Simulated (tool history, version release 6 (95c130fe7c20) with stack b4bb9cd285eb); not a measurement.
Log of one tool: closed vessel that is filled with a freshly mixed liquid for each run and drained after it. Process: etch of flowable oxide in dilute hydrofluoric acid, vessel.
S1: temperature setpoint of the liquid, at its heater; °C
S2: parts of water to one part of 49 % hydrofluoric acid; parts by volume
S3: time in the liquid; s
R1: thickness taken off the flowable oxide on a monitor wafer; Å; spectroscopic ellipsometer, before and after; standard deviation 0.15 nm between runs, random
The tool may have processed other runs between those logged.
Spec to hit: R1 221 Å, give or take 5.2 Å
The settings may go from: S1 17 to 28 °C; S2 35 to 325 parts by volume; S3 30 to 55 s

run,hour,S1,S2,S3,R1
1,0,20,180,55,77.307
2,4,20,155,55,93.548
3,6,20,155,30,49.754
4,12.9,20,155,30,49.977
5,21.3,20,155,30,50.253
6,24.6,21.5,135,35,72.934
7,28.2,22.5,120,40,99.64
8,33.2,23.5,115,40,108.09
9,40.6,24,105,40,121.93
10,45.9,28,35,40,472.4
11,51.1,27,35,40,453.36
12,53.6,25.5,35,40,433.99
13,57.3,24.5,40,40,351.44
14,62.7,23.5,40,40,340.5

Below are 4 possible settings for the next run. Only one of them brings all results inside the allowed miss of their targets. Which is it?
A,68.1,26.5,95,55,?
B,68.1,19,40,30,?
C,68.1,24.5,80,55,?
D,68.1,23,45,30,?

move,R1
A,206.3
B,210.5
C,230.84
D,220.3
A: takes the result that was furthest off past its target
B: takes the result that was furthest off past its target
C: nearer than the last run, and not there yet
D: all results land within tolerance of their targets
So the answer is move D, the one that meets all the targets.

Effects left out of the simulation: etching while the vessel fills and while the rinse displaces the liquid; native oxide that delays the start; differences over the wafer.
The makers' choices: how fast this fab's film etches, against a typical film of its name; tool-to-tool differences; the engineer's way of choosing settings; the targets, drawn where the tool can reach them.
